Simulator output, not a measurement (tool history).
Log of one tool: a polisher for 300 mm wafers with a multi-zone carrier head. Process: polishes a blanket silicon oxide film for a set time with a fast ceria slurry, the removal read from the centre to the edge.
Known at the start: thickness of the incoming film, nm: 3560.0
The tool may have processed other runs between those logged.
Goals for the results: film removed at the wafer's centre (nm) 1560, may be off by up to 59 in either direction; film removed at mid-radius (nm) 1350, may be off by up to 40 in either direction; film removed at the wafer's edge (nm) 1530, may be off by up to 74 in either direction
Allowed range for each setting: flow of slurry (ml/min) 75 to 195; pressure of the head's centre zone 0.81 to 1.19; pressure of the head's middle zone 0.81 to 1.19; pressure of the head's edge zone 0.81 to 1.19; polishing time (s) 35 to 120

run  hour  flow of slurry (ml/min)  pressure of the head's centre zone  pressure of the head's middle zone  pressure of the head's edge zone  polishing time (s)  film removed at the wafer's centre (nm)  film removed at mid-radius (nm)  film removed at the wafer's edge (nm)
  1     0                      125                                   1                                   1                                 1                  77                                   1072.1                           1104.2                                 1113.4
  2   2.2                      125                                   1                                   1                                 1                  88                                   1233.6                           1270.3                                 1235.2
  3   9.1                      125                                   1                                   1                                 1                  77                                   1069.5                           1102.2                                 1113.5
  4  11.6                      135                                1.02                                0.99                              1.03                  80                                   1159.5                           1155.7                                 1173.3
  5  20.1                      135                                1.07                                0.99                              1.03                  80                                   1235.3                             1152                                 1152.1
  6  25.3                      135                                1.07                                0.99                              1.03                  70                                     1041                           1014.2                                 1040.9
  7  26.1                      140                                1.06                                0.97                              1.06                  75                                   1142.6                             1057                                 1114.2
  8  29.4                      145                                1.05                                0.96                              1.08                  79                                   1191.6                           1126.9                                 1198.2
  9  37.5                      145                                1.05                                0.96                              1.08                  79                                   1221.1                           1131.5                                 1185.9
 10  39.5                      150                                1.04                                0.94                               1.1                  82                                   1259.7                           1147.3                                 1225.9
 11  45.6                      125                                1.09                                0.94                              1.19                 102                                   1583.2                           1377.4                                 1564.4

Consider the 4 candidate settings below. Which is the only one whose results all fall within their allowed miss of target?
  A  51.7                      120                                1.13                                   1                              1.08                 100                                        ?                                ?                                      ?
  B  51.7                      170                                1.15                                   1                              1.06                  94                                        ?                                ?                                      ?
  C  51.7                      160                                1.04                                0.86                              1.19                 104                                        ?                                ?                                      ?
  D  51.7                      145                                1.07                                 0.9                              1.08                 101                                        ?                                ?                                      ?

move  film removed at the wafer's centre (nm)  film removed at mid-radius (nm)  film removed at the wafer's edge (nm)
   A                                   1592.7                           1413.6                                 1464.3
   B                                   1625.7                           1406.5                                 1420.2
   C                                   1607.2                           1360.3                                 1659.1
   D                                   1578.6                           1350.5                                 1515.2
A: the biggest miss grows against the last run
B: the biggest miss grows against the last run
C: gets the furthest-off result to its target, but another result is out of tolerance
D: all results in spec
The right move is D.
